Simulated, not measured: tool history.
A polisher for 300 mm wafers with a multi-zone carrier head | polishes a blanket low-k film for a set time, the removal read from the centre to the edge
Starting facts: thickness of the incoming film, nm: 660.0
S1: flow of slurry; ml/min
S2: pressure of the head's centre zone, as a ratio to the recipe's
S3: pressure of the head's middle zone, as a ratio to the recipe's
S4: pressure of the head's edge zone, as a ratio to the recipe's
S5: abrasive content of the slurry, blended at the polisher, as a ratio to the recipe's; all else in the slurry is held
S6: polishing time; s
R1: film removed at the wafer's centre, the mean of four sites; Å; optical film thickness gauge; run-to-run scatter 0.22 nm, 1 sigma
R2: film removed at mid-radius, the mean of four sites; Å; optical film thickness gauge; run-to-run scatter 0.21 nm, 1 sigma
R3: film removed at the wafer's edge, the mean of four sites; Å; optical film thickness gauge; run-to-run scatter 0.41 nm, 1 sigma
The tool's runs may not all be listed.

| run | hour | S1 | S2 | S3 | S4 | S5 | S6 | R1 | R2 | R3 |
|---|---|---|---|---|---|---|---|---|---|---|
| 1 | 0 | 235 | 1 | 1 | 1 | 1 | 64 | 300.08 | 301.14 | 305.96 |
| 2 | 2.3 | 235 | 1 | 1 | 0.97 | 1 | 64 | 300.45 | 304.19 | 306.02 |
| 3 | 8.4 | 235 | 0.97 | 1 | 0.97 | 1 | 64 | 291.45 | 302.07 | 300.87 |
| 4 | 11.7 | 230 | 0.95 | 0.98 | 0.97 | 1 | 64 | 281.05 | 293.27 | 299.28 |
| 5 | 13.2 | 230 | 0.95 | 0.98 | 1.04 | 1 | 64 | 285.36 | 295.66 | 302.05 |
| 6 | 21.2 | 265 | 0.95 | 0.98 | 1.04 | 1 | 64 | 292.19 | 308.04 | 320.77 |
| 7 | 24.2 | 250 | 0.93 | 0.96 | 1.04 | 1 | 64 | 279.99 | 296.19 | 313.99 |
| 8 | 25.5 | 240 | 0.92 | 0.95 | 1.03 | 1 | 64 | 280.74 | 289.67 | 306.93 |
| 9 | 34.4 | 235 | 0.9 | 0.94 | 1.03 | 1 | 64 | 270.43 | 290.48 | 309.17 |
| 10 | 37 | 225 | 0.9 | 0.93 | 1.03 | 1 | 64 | 261.22 | 289.21 | 308.95 |
| 11 | 38.6 | 220 | 0.91 | 0.92 | 1.03 | 0.95 | 64 | 260.3 | 271.79 | 295.36 |
| 12 | 44.6 | 210 | 0.91 | 0.91 | 1.03 | 0.95 | 64 | 258.3 | 266.47 | 299.67 |
| 13 | 52.8 | 210 | 0.91 | 0.91 | 1.03 | 0.95 | 64 | 258.25 | 268.4 | 293.74 |
| 14 | 55.7 | 205 | 0.91 | 0.9 | 1.03 | 0.95 | 64 | 256.66 | 260.98 | 296.83 |
| 15 | 62.8 | 200 | 0.91 | 0.9 | 1.02 | 0.95 | 64 | 259.73 | 258.2 | 292.38 |
| 16 | 66.9 | 195 | 0.9 | 0.9 | 1.02 | 0.95 | 64 | 252.37 | 262.74 | 295.94 |
| 17 | 75.9 | 185 | 0.89 | 0.85 | 0.94 | 0.85 | 64 | 231.21 | 232.8 | 260.81 |
| 18 | 83.6 | 190 | 0.89 | 0.85 | 0.95 | 0.85 | 64 | 230.01 | 229.84 | 263.56 |

Expected results for the next run?
| 19 | 90.2 | 215 | 0.91 | 0.9 | 0.98 | 0.9 | 64 | ? | ? | ? |

R1: 251.74 Å
R2: 254.27 Å
R3: 280.15 Å

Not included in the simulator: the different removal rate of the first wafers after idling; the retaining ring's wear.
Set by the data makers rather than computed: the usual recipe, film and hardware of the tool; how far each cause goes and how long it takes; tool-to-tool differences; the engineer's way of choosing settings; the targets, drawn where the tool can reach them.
